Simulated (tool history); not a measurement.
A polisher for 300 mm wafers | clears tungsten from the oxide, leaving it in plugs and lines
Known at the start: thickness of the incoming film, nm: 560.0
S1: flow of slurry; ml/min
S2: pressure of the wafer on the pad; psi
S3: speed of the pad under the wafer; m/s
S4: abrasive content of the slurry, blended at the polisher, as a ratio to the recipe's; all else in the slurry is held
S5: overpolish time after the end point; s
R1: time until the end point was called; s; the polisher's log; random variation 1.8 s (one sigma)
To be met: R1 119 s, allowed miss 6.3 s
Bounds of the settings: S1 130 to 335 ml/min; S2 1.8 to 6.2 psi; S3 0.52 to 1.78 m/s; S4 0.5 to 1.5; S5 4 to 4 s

| run | day | S1 | S2 | S3 | S4 | S5 | R1 |
|---|---|---|---|---|---|---|---|
| 1 | 0 | 215 | 4 | 1.14 | 1 | 4 | 92.547 |
| 2 | 0.154 | 215 | 3.7 | 1.14 | 1 | 4 | 101.72 |
| 3 | 0.288 | 215 | 3.5 | 1.14 | 1 | 4 | 108.44 |
| 4 | 0.625 | 215 | 3.5 | 1.28 | 1 | 4 | 95.541 |
| 5 | 0.842 | 215 | 3.5 | 1.28 | 1.15 | 4 | 91.436 |
| 6 | 1.033 | 215 | 3.5 | 1.16 | 1.15 | 4 | 98.597 |
| 7 | 1.092 | 215 | 2.7 | 1.14 | 1.15 | 4 | 131.37 |
| 8 | 1.404 | 215 | 2.8 | 1.14 | 1.15 | 4 | 127.21 |

Which of these 4 next moves meets every target?
| A | 1.717 | 210 | 3.3 | 1.12 | 1.15 | 4 | ? |
| B | 1.717 | 215 | 2.7 | 1.04 | 1.25 | 4 | ? |
| C | 1.717 | 220 | 3.1 | 1.06 | 1.35 | 4 | ? |
| D | 1.717 | 180 | 2.5 | 1.22 | 0.95 | 4 | ? |

| move | R1 |
|---|---|
| A | 107.11 |
| B | 136.51 |
| C | 115.01 |
| D | 137.31 |
A: takes the result that was furthest off past its target
B: further off than the last run
C: meets every target
D: further off than the last run
Answer: C
